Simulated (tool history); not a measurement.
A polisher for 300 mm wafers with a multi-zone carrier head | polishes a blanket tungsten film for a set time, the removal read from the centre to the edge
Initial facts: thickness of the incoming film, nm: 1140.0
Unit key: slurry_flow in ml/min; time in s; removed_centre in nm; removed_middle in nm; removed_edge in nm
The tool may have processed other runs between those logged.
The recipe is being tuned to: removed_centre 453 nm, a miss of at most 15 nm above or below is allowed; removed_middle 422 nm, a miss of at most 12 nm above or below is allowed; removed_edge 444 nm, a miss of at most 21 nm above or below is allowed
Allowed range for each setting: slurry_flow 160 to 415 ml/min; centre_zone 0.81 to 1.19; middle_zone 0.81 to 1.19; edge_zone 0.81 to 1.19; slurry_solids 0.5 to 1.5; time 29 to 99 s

run 1 hour=0 | slurry_flow=265 centre_zone=1 middle_zone=1 edge_zone=1 slurry_solids=1 time=64 | removed_centre=304.12 removed_middle=313.24 removed_edge=312.03
run 2 hour=3.7 | slurry_flow=265 centre_zone=1 middle_zone=1.04 edge_zone=1 slurry_solids=1 time=64 | removed_centre=310.22 removed_middle=325.82 removed_edge=303.65
run 3 hour=12.7 | slurry_flow=265 centre_zone=1 middle_zone=1.04 edge_zone=1 slurry_solids=0.85 time=64 | removed_centre=295.18 removed_middle=312.74 removed_edge=305.38
run 4 hour=21.6 | slurry_flow=265 centre_zone=1 middle_zone=1.04 edge_zone=0.94 slurry_solids=0.85 time=64 | removed_centre=296.52 removed_middle=311.05 removed_edge=294.54
run 5 hour=26.4 | slurry_flow=265 centre_zone=1 middle_zone=1.04 edge_zone=0.94 slurry_solids=0.7 time=64 | removed_centre=286.96 removed_middle=294.5 removed_edge=284.34
run 6 hour=31.8 | slurry_flow=200 centre_zone=1 middle_zone=1.04 edge_zone=0.94 slurry_solids=0.7 time=64 | removed_centre=269.3 removed_middle=281.29 removed_edge=268.27
run 7 hour=38.6 | slurry_flow=275 centre_zone=1.1 middle_zone=1.1 edge_zone=1.04 slurry_solids=0.95 time=69 | removed_centre=370.82 removed_middle=363.14 removed_edge=330.56
run 8 hour=45 | slurry_flow=300 centre_zone=1.09 middle_zone=1.06 edge_zone=1.09 slurry_solids=1.05 time=71 | removed_centre=387.04 removed_middle=371.41 removed_edge=381.75
-- hour=47.3 slurry nozzle cleaned
run 9 hour=47.3 | slurry_flow=320 centre_zone=1.11 middle_zone=1.08 edge_zone=1.12 slurry_solids=1.1 time=71 | removed_centre=428.07 removed_middle=417.04 removed_edge=393.48

Exactly one of the 5 candidate moves below puts every result within its allowed miss. Which one?
run A hour=49.6 | slurry_flow=405 centre_zone=1.19 middle_zone=1.1 edge_zone=1.03 slurry_solids=1.1 time=74 | removed_centre=? removed_middle=? removed_edge=?
run B hour=49.6 | slurry_flow=300 centre_zone=1.1 middle_zone=1.06 edge_zone=1.09 slurry_solids=1.1 time=73 | removed_centre=? removed_middle=? removed_edge=?
run C hour=49.6 | slurry_flow=335 centre_zone=1.17 middle_zone=1.01 edge_zone=1.19 slurry_solids=0.9 time=80 | removed_centre=? removed_middle=? removed_edge=?
run D hour=49.6 | slurry_flow=355 centre_zone=1.15 middle_zone=1.08 edge_zone=1.14 slurry_solids=1.2 time=76 | removed_centre=? removed_middle=? removed_edge=?
run E hour=49.6 | slurry_flow=340 centre_zone=1.05 middle_zone=0.96 edge_zone=1.14 slurry_solids=0.85 time=83 | removed_centre=? removed_middle=? removed_edge=?

move=A removed_centre=485 removed_middle=454.46 removed_edge=408.27
move=B removed_centre=429.69 removed_middle=423.64 removed_edge=406.43
move=C removed_centre=483.94 removed_middle=429.84 removed_edge=448.95
move=D removed_centre=485.51 removed_middle=464.11 removed_edge=446.8
move=E removed_centre=445 removed_middle=422.7 removed_edge=450.46
A: lands further from the targets than the last run did
B: nearer than the last run, and not there yet
C: the furthest-off result lands on target, but another misses its tolerance
D: the furthest-off result lands on target, but another misses its tolerance
E: all results land within tolerance of their targets
E is the move that brings every result within its allowed miss.
